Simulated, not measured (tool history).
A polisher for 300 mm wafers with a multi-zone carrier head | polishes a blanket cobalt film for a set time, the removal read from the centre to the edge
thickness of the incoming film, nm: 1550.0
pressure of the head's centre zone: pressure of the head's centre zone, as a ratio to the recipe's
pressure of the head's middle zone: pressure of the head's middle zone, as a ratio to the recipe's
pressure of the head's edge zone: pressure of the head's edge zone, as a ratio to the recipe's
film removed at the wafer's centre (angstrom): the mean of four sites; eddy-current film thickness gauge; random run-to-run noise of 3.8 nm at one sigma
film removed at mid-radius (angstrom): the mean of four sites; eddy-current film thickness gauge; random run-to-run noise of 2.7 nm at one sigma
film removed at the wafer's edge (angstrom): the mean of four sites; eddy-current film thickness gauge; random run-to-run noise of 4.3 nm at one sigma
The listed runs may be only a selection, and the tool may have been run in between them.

run,hour,flow of slurry (ml/min),pressure of the head's centre zone,pressure of the head's middle zone,pressure of the head's edge zone,polishing time (s),film removed at the wafer's centre (angstrom),film removed at mid-radius (angstrom),film removed at the wafer's edge (angstrom)
1,0,205,1,1,1,59,3625.2,3674.4,3520.6
2,5.3,215,1.03,0.97,1.05,61,3817.7,3737.4,3728
3,11.8,215,0.95,0.97,1.05,61,3620.8,3709.4,3733.8
4,14.1,225,1,0.94,1.08,63,3953,3750.9,3912.2
5,19.1,230,1.02,0.92,1.11,65,4139,3796.9,4193.3
6,25,230,1.09,0.92,1.11,65,4342.6,3791.1,4071.8
7,26.5,240,1.09,0.91,1.13,66,4439.9,3818.6,4235.1

The next listed run, before its measurement:
8,34,250,1.1,0.91,1.15,66,?,?,?

{"run 8": {"film removed at the wafer's centre (angstrom)": 4529.9, "film removed at mid-radius (angstrom)": 3861.3, "film removed at the wafer's edge (angstrom)": 4235.8}}

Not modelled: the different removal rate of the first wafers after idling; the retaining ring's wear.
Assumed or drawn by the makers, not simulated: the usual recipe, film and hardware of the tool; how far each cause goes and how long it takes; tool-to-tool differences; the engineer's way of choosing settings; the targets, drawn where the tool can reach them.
